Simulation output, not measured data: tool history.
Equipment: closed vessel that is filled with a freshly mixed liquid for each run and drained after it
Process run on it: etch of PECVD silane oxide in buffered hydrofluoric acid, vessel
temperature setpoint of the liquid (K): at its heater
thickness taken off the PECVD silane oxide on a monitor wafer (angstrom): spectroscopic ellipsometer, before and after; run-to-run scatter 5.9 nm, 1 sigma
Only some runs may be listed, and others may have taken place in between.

| run | hour | temperature setpoint of the liquid (K) | parts of 40 % ammonium fluoride to one part of 49 % hydrofluoric acid (parts by volume) | time in the liquid (s) | thickness taken off the PECVD silane oxide on a monitor wafer (angstrom) |
|---|---|---|---|---|---|
| 1 | 0 | 297.15 | 11 | 95 | 3077.7 |
| 2 | 5.7 | 297.15 | 9 | 95 | 3648.5 |
| 3 | 9.2 | 297.15 | 9 | 105 | 4083.6 |
| 4 | 12.5 | 297.15 | 6.5 | 105 | 5583.2 |
| 5 | 20.1 | 297.15 | 6.5 | 95 | 5065.4 |
| 6 | 28 | 294.15 | 6.5 | 95 | 4281.3 |
| 7 | 34.6 | 295.65 | 6.5 | 95 | 4662.9 |

Predict the results of run 8:
| 8 | 38.8 | 296.65 | 6.5 | 95 | ? |

thickness taken off the PECVD silane oxide on a monitor wafer (angstrom): 4928.2
